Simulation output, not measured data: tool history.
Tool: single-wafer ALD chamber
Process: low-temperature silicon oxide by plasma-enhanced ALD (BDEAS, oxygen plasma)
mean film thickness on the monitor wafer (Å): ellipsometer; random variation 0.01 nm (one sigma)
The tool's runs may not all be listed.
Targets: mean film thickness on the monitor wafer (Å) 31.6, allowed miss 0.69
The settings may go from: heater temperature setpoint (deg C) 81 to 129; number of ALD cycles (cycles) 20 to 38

run	hour	heater temperature setpoint (deg C)	number of ALD cycles (cycles)	mean film thickness on the monitor wafer (Å)
1	0	105	29	41.712
2	8.2	113	29	41.01
3	12.6	115	26	36.658
4	14.8	115	29	41.141
5	17.8	116	27	38.113
6	18.4	107	27	38.879
7	25.8	109	25	35.909
8	29.1	117	21	29.498

Which of these 5 next moves meets every target?
A	32.4	116	20	?
B	32.4	112	23	?
C	32.4	120	24	?
D	32.4	111	23	?
E	32.4	126	23	?

move	mean film thickness on the monitor wafer (Å)
A	28.262
B	32.781
C	33.622
D	32.851
E	31.801
A: further off than the last run
B: takes the result that was furthest off past its target
C: takes the result that was furthest off past its target
D: takes the result that was furthest off past its target
E: meets every target
The right move is E.

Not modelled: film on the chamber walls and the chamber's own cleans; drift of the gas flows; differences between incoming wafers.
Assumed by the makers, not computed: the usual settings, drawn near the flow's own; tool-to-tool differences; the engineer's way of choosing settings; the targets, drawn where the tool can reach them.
